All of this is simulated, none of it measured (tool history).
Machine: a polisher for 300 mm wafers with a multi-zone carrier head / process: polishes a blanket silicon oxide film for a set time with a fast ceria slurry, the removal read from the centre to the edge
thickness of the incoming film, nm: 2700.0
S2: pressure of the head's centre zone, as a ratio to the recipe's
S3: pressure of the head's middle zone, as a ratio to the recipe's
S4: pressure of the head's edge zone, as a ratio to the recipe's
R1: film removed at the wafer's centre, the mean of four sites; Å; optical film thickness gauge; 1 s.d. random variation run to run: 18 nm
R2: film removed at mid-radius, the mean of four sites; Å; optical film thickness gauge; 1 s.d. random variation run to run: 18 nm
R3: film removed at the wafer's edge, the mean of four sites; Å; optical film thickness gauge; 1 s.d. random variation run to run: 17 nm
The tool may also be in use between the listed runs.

{"run": 1, "hour": 0.0, "flow of slurry (ml/min)": 170, "S2": 1, "S3": 1, "S4": 1, "polishing time (s)": 64, "R1": 11863, "R2": 10660, "R3": 10817}
{"run": 2, "hour": 2.0, "flow of slurry (ml/min)": 170, "S2": 1, "S3": 1, "S4": 1, "polishing time (s)": 69, "R1": 12745, "R2": 11511, "R3": 11638}
{"run": 3, "hour": 2.9, "flow of slurry (ml/min)": 210, "S2": 1, "S3": 1, "S4": 1, "polishing time (s)": 69, "R1": 12953, "R2": 12055, "R3": 11851}
{"run": 4, "hour": 8.9, "flow of slurry (ml/min)": 210, "S2": 1, "S3": 1.07, "S4": 1, "polishing time (s)": 69, "R1": 12941, "R2": 12821, "R3": 11827}
{"run": 5, "hour": 13.5, "flow of slurry (ml/min)": 205, "S2": 1, "S3": 1.05, "S4": 1.03, "polishing time (s)": 70, "R1": 13063, "R2": 12409, "R3": 12238}
{"run": 6, "hour": 16.1, "flow of slurry (ml/min)": 205, "S2": 1, "S3": 1.05, "S4": 1.08, "polishing time (s)": 70, "R1": 12825, "R2": 12918, "R3": 12485}
{"run": 7, "hour": 16.9, "flow of slurry (ml/min)": 200, "S2": 1, "S3": 1.02, "S4": 1.09, "polishing time (s)": 71, "R1": 13389, "R2": 12829, "R3": 12580}

The next listed run, before its measurement:
{"run": 8, "hour": 23.8, "flow of slurry (ml/min)": 190, "S2": 0.98, "S3": 0.99, "S4": 1.1, "polishing time (s)": 72, "R1": "?", "R2": "?", "R3": "?"}

Run 8 gave R1 13010 Å, R2 12273 Å, R3 13095 Å.

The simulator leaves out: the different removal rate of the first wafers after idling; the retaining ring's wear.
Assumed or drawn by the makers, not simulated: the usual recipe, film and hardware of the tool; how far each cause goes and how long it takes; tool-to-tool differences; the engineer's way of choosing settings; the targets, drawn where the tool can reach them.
